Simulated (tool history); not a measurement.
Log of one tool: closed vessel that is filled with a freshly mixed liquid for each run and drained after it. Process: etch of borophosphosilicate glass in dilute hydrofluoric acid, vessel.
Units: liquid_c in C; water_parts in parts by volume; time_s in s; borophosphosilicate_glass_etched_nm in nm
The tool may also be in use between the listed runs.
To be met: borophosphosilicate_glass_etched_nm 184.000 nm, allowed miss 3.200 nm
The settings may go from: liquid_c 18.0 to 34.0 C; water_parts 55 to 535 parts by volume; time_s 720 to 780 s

| run | hour | liquid_c | water_parts | time_s | borophosphosilicate_glass_etched_nm |
|---|---|---|---|---|---|
| 1 | 0.0 | 26.0 | 295 | 720 | 55.107 |
| 2 | 0.8 | 24.0 | 295 | 720 | 51.601 |
| 3 | 5.3 | 26.0 | 295 | 720 | 55.366 |
| 4 | 8.1 | 26.0 | 350 | 720 | 44.072 |
| 5 | 13.0 | 27.5 | 350 | 720 | 46.074 |
| 6 | 16.2 | 28.5 | 300 | 720 | 58.721 |
| 7 | 23.1 | 29.5 | 260 | 720 | 73.393 |
| 8 | 30.3 | 30.5 | 230 | 720 | 88.906 |
| 9 | 35.2 | 34.0 | 110 | 720 | 243.260 |
| 10 | 40.4 | 34.0 | 110 | 720 | 245.850 |
| 11 | 48.2 | 33.0 | 110 | 720 | 235.890 |
| 12 | 53.2 | 32.0 | 110 | 720 | 227.610 |
| 13 | 59.5 | 31.0 | 110 | 720 | 218.090 |
| 14 | 61.1 | 30.0 | 110 | 720 | 209.660 |
| 15 | 65.9 | 29.5 | 110 | 720 | 207.380 |
| 16 | 70.1 | 29.0 | 110 | 720 | 202.790 |
| 17 | 71.5 | 28.5 | 110 | 720 | 199.250 |
| 18 | 75.1 | 28.5 | 110 | 720 | 200.530 |
| 19 | 79.3 | 28.0 | 110 | 720 | 196.800 |
| 20 | 87.7 | 27.5 | 110 | 720 | 192.500 |

5 next moves are on the table. One of them brings every result within its allowed miss. Which?
| A | 96.1 | 28.0 | 120 | 740 | ? |
| B | 96.1 | 32.5 | 130 | 780 | ? |
| C | 96.1 | 30.5 | 115 | 720 | ? |
| D | 96.1 | 31.0 | 130 | 780 | ? |
| E | 96.1 | 29.0 | 115 | 730 | ? |

| move | borophosphosilicate_glass_etched_nm |
|---|---|
| A | 182.530 |
| B | 206.550 |
| C | 204.750 |
| D | 195.720 |
| E | 196.360 |
A: meets every target
B: further off than the last run
C: further off than the last run
D: further off than the last run
E: further off than the last run
Answer: A

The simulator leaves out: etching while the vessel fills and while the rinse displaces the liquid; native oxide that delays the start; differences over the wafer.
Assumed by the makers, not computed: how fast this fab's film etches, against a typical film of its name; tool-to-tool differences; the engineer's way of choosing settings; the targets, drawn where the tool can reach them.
